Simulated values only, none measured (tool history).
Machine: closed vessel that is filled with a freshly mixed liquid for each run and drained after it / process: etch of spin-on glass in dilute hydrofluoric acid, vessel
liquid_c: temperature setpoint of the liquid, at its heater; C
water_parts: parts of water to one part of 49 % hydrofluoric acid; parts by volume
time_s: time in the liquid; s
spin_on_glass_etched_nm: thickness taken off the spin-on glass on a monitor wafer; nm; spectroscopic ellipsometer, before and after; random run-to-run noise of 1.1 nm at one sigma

| run | hour | liquid_c | water_parts | time_s | spin_on_glass_etched_nm |
|---|---|---|---|---|---|
| 1 | 0 | 21 | 75 | 100 | 52.721 |
| 2 | 5.3 | 23.5 | 55 | 100 | 82.006 |
| 3 | 13.8 | 23.5 | 55 | 100 | 82.785 |
| 4 | 19.9 | 25.5 | 45 | 100 | 111.65 |
| 5 | 22.5 | 25.5 | 65 | 100 | 74.296 |
| 6 | 31.4 | 25.5 | 65 | 105 | 77.932 |
|  | 35.1 | thermometer replaced |
| 7 | 35.1 | 26.5 | 55 | 105 | 102.9 |

Run 8 has not been measured yet. What should we expect?
| 8 | 37.5 | 26.5 | 55 | 105 | ? |

{"run 8": {"spin_on_glass_etched_nm": 103.8}}

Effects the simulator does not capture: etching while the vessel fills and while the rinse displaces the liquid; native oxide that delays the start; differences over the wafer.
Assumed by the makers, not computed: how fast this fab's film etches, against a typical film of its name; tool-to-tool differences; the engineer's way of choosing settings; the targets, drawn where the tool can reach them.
